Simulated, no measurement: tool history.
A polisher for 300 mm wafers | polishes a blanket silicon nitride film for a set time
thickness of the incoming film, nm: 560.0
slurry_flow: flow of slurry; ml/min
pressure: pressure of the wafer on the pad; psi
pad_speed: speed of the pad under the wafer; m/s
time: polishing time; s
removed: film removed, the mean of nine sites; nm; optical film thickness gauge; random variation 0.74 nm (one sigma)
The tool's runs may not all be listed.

run  hour  slurry_flow  pressure  pad_speed  time  removed
  1   0.0          160       4.2       1.16    93  178.120
  2   5.0          160       4.2       1.16    98  188.050
  3   7.8          160       4.2       1.16    98  190.370
  4  13.2          140       4.2       1.16    98  185.230
  5  21.2          140       4.2       1.16    93  177.170
  6  27.3          140       3.5       1.12    93  143.510
  7  33.2          140       3.0       1.12    93  124.520
  8  34.5          140       2.7       1.12    93  112.650
  9  35.0          140       2.5       1.12    93  104.870
 10  37.5          140       2.4       1.12    93  100.960

The next listed run, before its measurement:
 11  38.3          120       2.2       1.12    93        ?

Run 11 gave removed 91.855 nm.
